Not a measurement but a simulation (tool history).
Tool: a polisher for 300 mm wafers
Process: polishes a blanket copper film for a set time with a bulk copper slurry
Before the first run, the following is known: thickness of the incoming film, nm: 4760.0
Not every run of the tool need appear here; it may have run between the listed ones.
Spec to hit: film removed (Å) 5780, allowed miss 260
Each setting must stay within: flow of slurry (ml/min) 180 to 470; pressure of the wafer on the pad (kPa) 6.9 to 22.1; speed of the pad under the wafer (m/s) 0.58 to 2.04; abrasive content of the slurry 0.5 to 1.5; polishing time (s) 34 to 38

run,hour,flow of slurry (ml/min),pressure of the wafer on the pad (kPa),speed of the pad under the wafer (m/s),abrasive content of the slurry,polishing time (s),film removed (Å)
1,0,300,14.5,1.3,1,38,3545.3
2,5.5,300,15.2,1.3,1,38,3657
3,14.2,300,15.2,1.3,0.85,38,3596.9
4,22.4,300,15.9,1.3,0.85,38,3712.1
5,29.5,300,16.5,1.32,0.85,38,4004.5
6,33.5,360,16.5,1.32,0.85,38,4009.8
7,35.5,360,17.2,1.32,0.85,38,4217.1
8,42.4,360,17.9,1.32,0.85,38,4315.1
9,43.6,360,18.6,1.34,0.85,38,4473

Exercise: of the 5 proposed moves below, exactly one satisfies all targets within the stated allowed misses. Which move is it?
A,44.8,345,20.7,1.74,0.8,38,?
B,44.8,365,17.9,1.76,0.8,38,?
C,44.8,325,20.7,1.4,1.05,37,?
D,44.8,360,20,1.54,0.9,36,?
E,44.8,430,17.9,1.94,0.85,38,?

move,film removed (Å)
A,6327.6
B,5589.4
C,5220.1
D,5280.1
E,6292.1
A: takes the biggest miss from the last run beyond its target
B: all results in spec
C: an improvement on the last run, though not all results are within tolerance
D: an improvement on the last run, though not all results are within tolerance
E: takes the biggest miss from the last run beyond its target
Move B is the one to make.
